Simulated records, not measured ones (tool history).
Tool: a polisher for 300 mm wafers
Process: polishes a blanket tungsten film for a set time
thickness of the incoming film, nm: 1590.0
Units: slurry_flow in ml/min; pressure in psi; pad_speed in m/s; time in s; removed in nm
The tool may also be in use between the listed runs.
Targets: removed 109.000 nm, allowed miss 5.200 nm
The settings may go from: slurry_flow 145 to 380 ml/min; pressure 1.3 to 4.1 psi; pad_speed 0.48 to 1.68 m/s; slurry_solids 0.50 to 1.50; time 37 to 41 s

Run 1, hour 0.0: slurry_flow 245 ml/min, pressure 2.7 psi, pad_speed 1.08 m/s, slurry_solids 1.00, time 41 s. Result: removed 133.260 nm.
Run 2, hour 7.3: slurry_flow 245 ml/min, pressure 2.7 psi, pad_speed 1.08 m/s, slurry_solids 1.20, time 41 s. Result: removed 143.480 nm.
Run 3, hour 13.3: slurry_flow 245 ml/min, pressure 2.7 psi, pad_speed 1.08 m/s, slurry_solids 1.30, time 41 s. Result: removed 147.500 nm.
Run 4, hour 17.0: slurry_flow 245 ml/min, pressure 2.7 psi, pad_speed 1.20 m/s, slurry_solids 1.30, time 41 s. Result: removed 159.500 nm.
Run 5, hour 25.7: slurry_flow 245 ml/min, pressure 2.7 psi, pad_speed 1.20 m/s, slurry_solids 1.20, time 41 s. Result: removed 158.830 nm.
Run 6, hour 26.7: slurry_flow 245 ml/min, pressure 2.5 psi, pad_speed 1.20 m/s, slurry_solids 1.20, time 41 s. Result: removed 148.310 nm.
Run 7, hour 28.2: slurry_flow 245 ml/min, pressure 2.3 psi, pad_speed 1.20 m/s, slurry_solids 1.20, time 41 s. Result: removed 132.170 nm.
Run 8, hour 34.7: slurry_flow 245 ml/min, pressure 2.2 psi, pad_speed 1.20 m/s, slurry_solids 1.20, time 41 s. Result: removed 130.850 nm.
Run 9, hour 42.5: slurry_flow 245 ml/min, pressure 2.1 psi, pad_speed 1.20 m/s, slurry_solids 1.20, time 41 s. Result: removed 125.450 nm.
Run 10, hour 46.2: slurry_flow 245 ml/min, pressure 1.7 psi, pad_speed 1.18 m/s, slurry_solids 1.20, time 41 s. Result: removed 101.750 nm.

4 next moves are on the table. One of them brings every result within its allowed miss. Which?
Run A, hour 49.9: slurry_flow 255 ml/min, pressure 1.5 psi, pad_speed 1.36 m/s, slurry_solids 0.95, time 40 s. Result: removed ?.
Run B, hour 49.9: slurry_flow 205 ml/min, pressure 1.8 psi, pad_speed 1.14 m/s, slurry_solids 1.10, time 41 s. Result: removed ?.
Run C, hour 49.9: slurry_flow 260 ml/min, pressure 1.5 psi, pad_speed 1.26 m/s, slurry_solids 1.20, time 40 s. Result: removed ?.
Run D, hour 49.9: slurry_flow 240 ml/min, pressure 1.9 psi, pad_speed 1.24 m/s, slurry_solids 1.20, time 39 s. Result: removed ?.

move  removed
   A   88.113
   B   95.406
   C   90.014
   D  107.510
A: further off than the last run
B: further off than the last run
C: further off than the last run
D: meets every target
The right move is D.
